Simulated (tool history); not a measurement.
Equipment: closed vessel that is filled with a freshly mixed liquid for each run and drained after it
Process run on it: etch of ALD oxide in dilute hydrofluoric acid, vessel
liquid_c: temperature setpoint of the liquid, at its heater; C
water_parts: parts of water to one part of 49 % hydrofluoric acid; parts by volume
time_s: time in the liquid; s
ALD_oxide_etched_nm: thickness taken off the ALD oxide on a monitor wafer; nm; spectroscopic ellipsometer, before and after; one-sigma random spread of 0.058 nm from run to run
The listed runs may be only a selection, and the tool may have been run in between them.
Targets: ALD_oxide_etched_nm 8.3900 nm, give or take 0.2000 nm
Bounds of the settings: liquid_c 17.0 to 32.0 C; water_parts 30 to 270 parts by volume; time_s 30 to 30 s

run 1 hour=0.0 | liquid_c=24.0 water_parts=150 time_s=30 | ALD_oxide_etched_nm=6.2709
run 2 hour=5.4 | liquid_c=25.5 water_parts=150 time_s=30 | ALD_oxide_etched_nm=6.5508
run 3 hour=9.5 | liquid_c=25.5 water_parts=130 time_s=30 | ALD_oxide_etched_nm=7.8424
run 4 hour=11.5 | liquid_c=25.5 water_parts=180 time_s=30 | ALD_oxide_etched_nm=5.3422
run 5 hour=17.8 | liquid_c=28.0 water_parts=180 time_s=30 | ALD_oxide_etched_nm=5.9091
run 6 hour=24.6 | liquid_c=28.0 water_parts=210 time_s=30 | ALD_oxide_etched_nm=4.8124
run 7 hour=25.2 | liquid_c=29.0 water_parts=200 time_s=30 | ALD_oxide_etched_nm=5.3365
run 8 hour=26.1 | liquid_c=29.5 water_parts=190 time_s=30 | ALD_oxide_etched_nm=5.8302
run 9 hour=34.0 | liquid_c=30.0 water_parts=180 time_s=30 | ALD_oxide_etched_nm=6.2709
-- hour=36.1 hydrofluoric acid flow meter replaced
run 10 hour=36.1 | liquid_c=30.5 water_parts=175 time_s=30 | ALD_oxide_etched_nm=5.8911
run 11 hour=39.2 | liquid_c=30.5 water_parts=115 time_s=30 | ALD_oxide_etched_nm=9.7635

Pick the move, out of 4, that brings all results within their allowed miss; only one does.
run A hour=42.3 | liquid_c=32.0 water_parts=100 time_s=30 | ALD_oxide_etched_nm=?
run B hour=42.3 | liquid_c=31.0 water_parts=105 time_s=30 | ALD_oxide_etched_nm=?
run C hour=42.3 | liquid_c=28.5 water_parts=130 time_s=30 | ALD_oxide_etched_nm=?
run D hour=42.3 | liquid_c=28.0 water_parts=120 time_s=30 | ALD_oxide_etched_nm=?

move=A ALD_oxide_etched_nm=12.1360
move=B ALD_oxide_etched_nm=11.0580
move=C ALD_oxide_etched_nm=7.8684
move=D ALD_oxide_etched_nm=8.4764
A: moves away from the targets compared with the last run
B: moves away from the targets compared with the last run
C: takes the biggest miss from the last run beyond its target
D: every result lands within tolerance
So the answer is move D, the one that meets all the targets.

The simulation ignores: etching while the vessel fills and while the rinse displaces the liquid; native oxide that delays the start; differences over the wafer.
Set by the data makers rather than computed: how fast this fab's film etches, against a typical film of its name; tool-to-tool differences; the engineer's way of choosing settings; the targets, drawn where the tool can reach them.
